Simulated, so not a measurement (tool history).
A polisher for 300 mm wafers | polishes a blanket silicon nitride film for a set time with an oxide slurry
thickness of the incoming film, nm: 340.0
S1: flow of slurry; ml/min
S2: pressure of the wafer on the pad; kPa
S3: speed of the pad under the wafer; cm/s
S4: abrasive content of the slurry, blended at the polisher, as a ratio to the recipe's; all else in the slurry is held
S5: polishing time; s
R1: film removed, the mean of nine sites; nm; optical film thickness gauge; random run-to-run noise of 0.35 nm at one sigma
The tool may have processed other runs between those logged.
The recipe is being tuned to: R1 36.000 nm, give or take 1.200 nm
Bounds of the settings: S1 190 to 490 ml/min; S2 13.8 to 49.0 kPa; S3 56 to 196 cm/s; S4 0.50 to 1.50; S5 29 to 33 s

{"run": 1, "day": 0.0, "S1": 315, "S2": 31.0, "S3": 126, "S4": 1.0, "S5": 33, "R1": 27.718}
{"run": 2, "day": 0.246, "S1": 315, "S2": 32.4, "S3": 126, "S4": 1.0, "S5": 33, "R1": 29.131}
{"run": 3, "day": 0.471, "S1": 315, "S2": 32.4, "S3": 126, "S4": 1.0, "S5": 33, "R1": 28.737}
{"run": 4, "day": 0.746, "S1": 315, "S2": 28.3, "S3": 126, "S4": 1.0, "S5": 33, "R1": 25.611}
{"run": 5, "day": 0.775, "S1": 315, "S2": 28.3, "S3": 126, "S4": 1.2, "S5": 33, "R1": 28.35}
{"run": 6, "day": 1.0, "S1": 315, "S2": 29.6, "S3": 126, "S4": 1.2, "S5": 33, "R1": 28.881}
{"run": 7, "day": 1.279, "S1": 315, "S2": 31.0, "S3": 126, "S4": 1.2, "S5": 33, "R1": 30.705}
{"run": 8, "day": 1.592, "S1": 315, "S2": 31.7, "S3": 126, "S4": 1.2, "S5": 33, "R1": 31.731}

Which single option among these 4 for the next run brings every result within its allowed miss of target? Just one does.
{"run": "A", "day": 1.904, "S1": 355, "S2": 31.0, "S3": 146, "S4": 1.15, "S5": 33, "R1": "?"}
{"run": "B", "day": 1.904, "S1": 430, "S2": 40.7, "S3": 108, "S4": 1.4, "S5": 33, "R1": "?"}
{"run": "C", "day": 1.904, "S1": 305, "S2": 33.8, "S3": 144, "S4": 1.3, "S5": 31, "R1": "?"}
{"run": "D", "day": 1.904, "S1": 315, "S2": 34.5, "S3": 126, "S4": 1.2, "S5": 33, "R1": "?"}

move=A R1=33.775
move=B R1=38.270
move=C R1=35.783
move=D R1=33.701
A: nearer than the last run, and not there yet
B: pushes the last run's worst result past its target
C: each result inside its tolerance
D: nearer than the last run, and not there yet
The right move is C.
